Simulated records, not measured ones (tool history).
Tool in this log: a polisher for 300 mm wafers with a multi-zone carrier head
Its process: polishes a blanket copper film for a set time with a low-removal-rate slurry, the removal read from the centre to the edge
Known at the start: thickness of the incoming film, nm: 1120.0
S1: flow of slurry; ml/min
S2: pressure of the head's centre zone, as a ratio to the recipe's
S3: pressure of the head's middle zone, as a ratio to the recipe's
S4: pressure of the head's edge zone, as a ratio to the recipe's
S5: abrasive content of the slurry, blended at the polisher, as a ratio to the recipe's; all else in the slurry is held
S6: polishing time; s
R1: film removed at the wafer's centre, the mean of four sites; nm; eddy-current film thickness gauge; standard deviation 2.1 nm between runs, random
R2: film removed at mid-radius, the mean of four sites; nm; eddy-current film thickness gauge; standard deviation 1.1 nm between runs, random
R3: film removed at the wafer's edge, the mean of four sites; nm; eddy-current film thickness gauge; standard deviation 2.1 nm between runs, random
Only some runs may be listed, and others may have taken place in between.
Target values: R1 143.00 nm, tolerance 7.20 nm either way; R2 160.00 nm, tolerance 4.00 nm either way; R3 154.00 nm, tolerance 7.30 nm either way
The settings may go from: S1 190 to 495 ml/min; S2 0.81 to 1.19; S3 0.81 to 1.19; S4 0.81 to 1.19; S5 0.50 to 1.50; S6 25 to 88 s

Run 1, day 0.000: S1 320 ml/min, S2 1.00, S3 1.00, S4 1.00, S5 1.00, S6 56 s. Result: R1 195.92 nm, R2 193.01 nm, R3 191.00 nm.
Run 2, day 0.104: S1 320 ml/min, S2 0.98, S3 0.99, S4 0.98, S5 0.95, S6 56 s. Result: R1 181.05 nm, R2 188.74 nm, R3 193.97 nm.
Run 3, day 0.292: S1 320 ml/min, S2 0.98, S3 0.99, S4 0.92, S5 0.95, S6 56 s. Result: R1 188.45 nm, R2 185.83 nm, R3 186.75 nm.
Run 4, day 0.667: S1 320 ml/min, S2 0.98, S3 0.99, S4 0.85, S5 0.95, S6 56 s. Result: R1 187.54 nm, R2 189.74 nm, R3 180.56 nm.
Run 5, day 0.967: S1 320 ml/min, S2 0.97, S3 0.99, S4 0.85, S5 0.90, S6 55 s. Result: R1 182.47 nm, R2 182.79 nm, R3 176.09 nm.
Run 6, day 1.146: S1 320 ml/min, S2 0.96, S3 0.99, S4 0.85, S5 0.85, S6 54 s. Result: R1 172.62 nm, R2 177.91 nm, R3 177.41 nm.
Run 7, day 1.479: S1 320 ml/min, S2 0.96, S3 1.00, S4 0.85, S5 0.85, S6 53 s. Result: R1 168.19 nm, R2 177.94 nm, R3 168.44 nm.
Run 8, day 1.775: S1 320 ml/min, S2 0.96, S3 1.00, S4 0.85, S5 0.80, S6 53 s. Result: R1 167.09 nm, R2 174.15 nm, R3 168.19 nm.
Run 9, day 1.833: S1 320 ml/min, S2 0.96, S3 1.00, S4 0.85, S5 0.75, S6 53 s. Result: R1 163.98 nm, R2 172.62 nm, R3 163.55 nm.
Run 10, day 2.042: S1 320 ml/min, S2 0.95, S3 1.00, S4 0.85, S5 0.70, S6 53 s. Result: R1 163.04 nm, R2 171.15 nm, R3 165.23 nm.
Run 11, day 2.138: S1 320 ml/min, S2 0.94, S3 1.00, S4 0.85, S5 0.70, S6 53 s. Result: R1 163.97 nm, R2 171.47 nm, R3 162.80 nm.
Run 12, day 2.275: S1 315 ml/min, S2 0.92, S3 1.00, S4 0.85, S5 0.70, S6 53 s. Result: R1 159.92 nm, R2 174.15 nm, R3 161.64 nm.
Run 13, day 2.304: S1 315 ml/min, S2 0.91, S3 0.99, S4 0.86, S5 0.70, S6 53 s. Result: R1 158.65 nm, R2 170.31 nm, R3 165.33 nm.
Run 14, day 2.417: S1 315 ml/min, S2 0.90, S3 0.99, S4 0.86, S5 0.70, S6 53 s. Result: R1 156.49 nm, R2 170.61 nm, R3 168.53 nm.

5 next moves are on the table. One of them brings every result within its allowed miss. Which?
Run A, day 2.529: S1 335 ml/min, S2 0.88, S3 0.99, S4 0.85, S5 0.50, S6 52 s. Result: R1 ?, R2 ?, R3 ?.
Run B, day 2.529: S1 305 ml/min, S2 0.81, S3 0.86, S4 1.01, S5 0.60, S6 57 s. Result: R1 ?, R2 ?, R3 ?.
Run C, day 2.529: S1 360 ml/min, S2 0.87, S3 0.82, S4 0.94, S5 0.70, S6 57 s. Result: R1 ?, R2 ?, R3 ?.
Run D, day 2.529: S1 395 ml/min, S2 0.83, S3 0.92, S4 0.84, S5 0.50, S6 64 s. Result: R1 ?, R2 ?, R3 ?.
Run E, day 2.529: S1 250 ml/min, S2 1.03, S3 1.13, S4 0.82, S5 0.50, S6 54 s. Result: R1 ?, R2 ?, R3 ?.

move      R1      R2      R3
   A  143.95  161.98  150.86
   B  146.76  159.98  180.92
   C  163.26  159.03  180.78
   D  169.29  189.94  186.79
   E  170.05  182.96  150.90
A: hits every target within its allowed miss
B: brings the result that was furthest off to its target, and leaves another outside
C: brings the result that was furthest off to its target, and leaves another outside
D: moves away from the targets compared with the last run
E: moves away from the targets compared with the last run
Correct choice: A, which meets every target
